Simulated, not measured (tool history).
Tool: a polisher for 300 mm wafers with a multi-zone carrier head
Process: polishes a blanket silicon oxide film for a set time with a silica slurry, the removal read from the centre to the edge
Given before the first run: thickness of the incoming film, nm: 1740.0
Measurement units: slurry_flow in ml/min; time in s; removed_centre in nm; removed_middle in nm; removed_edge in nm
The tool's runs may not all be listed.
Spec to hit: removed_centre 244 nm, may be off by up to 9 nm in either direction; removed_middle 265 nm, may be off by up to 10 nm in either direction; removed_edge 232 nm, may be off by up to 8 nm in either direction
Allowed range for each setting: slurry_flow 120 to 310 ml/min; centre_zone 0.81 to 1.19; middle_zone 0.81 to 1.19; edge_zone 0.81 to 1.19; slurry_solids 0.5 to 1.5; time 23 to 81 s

Run 1, hour 0: slurry_flow 200 ml/min, centre_zone 1, middle_zone 1, edge_zone 1, slurry_solids 1, time 52 s. Result: removed_centre 210.05 nm, removed_middle 213.2 nm, removed_edge 216.87 nm.
Run 2, hour 4.3: slurry_flow 200 ml/min, centre_zone 1, middle_zone 1, edge_zone 0.93, slurry_solids 1, time 52 s. Result: removed_centre 207.18 nm, removed_middle 217.13 nm, removed_edge 206.65 nm.
Run 3, hour 13.3: slurry_flow 200 ml/min, centre_zone 1, middle_zone 0.92, edge_zone 0.93, slurry_solids 1, time 52 s. Result: removed_centre 209.39 nm, removed_middle 205.58 nm, removed_edge 207.21 nm.
Run 4, hour 18.7: slurry_flow 240 ml/min, centre_zone 1, middle_zone 0.92, edge_zone 0.93, slurry_solids 1, time 52 s. Result: removed_centre 212.99 nm, removed_middle 202.81 nm, removed_edge 209.36 nm.
Run 5, hour 22.6: slurry_flow 240 ml/min, centre_zone 1, middle_zone 1, edge_zone 0.93, slurry_solids 1, time 52 s. Result: removed_centre 213.43 nm, removed_middle 218.94 nm, removed_edge 214.33 nm.
Run 6, hour 31.2: slurry_flow 240 ml/min, centre_zone 1.02, middle_zone 1.04, edge_zone 0.93, slurry_solids 1.05, time 52 s. Result: removed_centre 223.57 nm, removed_middle 231.17 nm, removed_edge 217.52 nm.
Run 7, hour 32.8: slurry_flow 245 ml/min, centre_zone 1.03, middle_zone 1.07, edge_zone 0.94, slurry_solids 1.05, time 52 s. Result: removed_centre 224.94 nm, removed_middle 239.8 nm, removed_edge 219.61 nm.
Run 8, hour 40.6: slurry_flow 250 ml/min, centre_zone 1.04, middle_zone 1.09, edge_zone 0.95, slurry_solids 1.05, time 52 s. Result: removed_centre 229.01 nm, removed_middle 236.5 nm, removed_edge 216.45 nm.
Run 9, hour 42: slurry_flow 260 ml/min, centre_zone 1.01, middle_zone 1.14, edge_zone 0.93, slurry_solids 1.25, time 52 s. Result: removed_centre 247.31 nm, removed_middle 273.22 nm, removed_edge 240.34 nm.

Which of these 4 next moves meets every target?
Run A, hour 43.4: slurry_flow 235 ml/min, centre_zone 0.99, middle_zone 1.16, edge_zone 0.87, slurry_solids 1, time 55 s. Result: removed_centre ?, removed_middle ?, removed_edge ?.
Run B, hour 43.4: slurry_flow 285 ml/min, centre_zone 1.02, middle_zone 1.09, edge_zone 0.9, slurry_solids 1.25, time 51 s. Result: removed_centre ?, removed_middle ?, removed_edge ?.
Run C, hour 43.4: slurry_flow 160 ml/min, centre_zone 1.04, middle_zone 1.09, edge_zone 1.01, slurry_solids 1.25, time 50 s. Result: removed_centre ?, removed_middle ?, removed_edge ?.
Run D, hour 43.4: slurry_flow 225 ml/min, centre_zone 1, middle_zone 1.19, edge_zone 0.84, slurry_solids 1.05, time 53 s. Result: removed_centre ?, removed_middle ?, removed_edge ?.

move  removed_centre  removed_middle  removed_edge
   A          221.16           259.9         216.8
   B          242.24          261.47        232.99
   C          228.59          243.32        232.06
   D          220.57          262.38        210.87
A: the result that was furthest off in the last run now lies on the other side of its target
B: every result within its allowed miss
C: corrects the largest miss of the last run, while another result sits out of spec
D: the result that was furthest off in the last run now lies on the other side of its target
The move that meets every target is B.
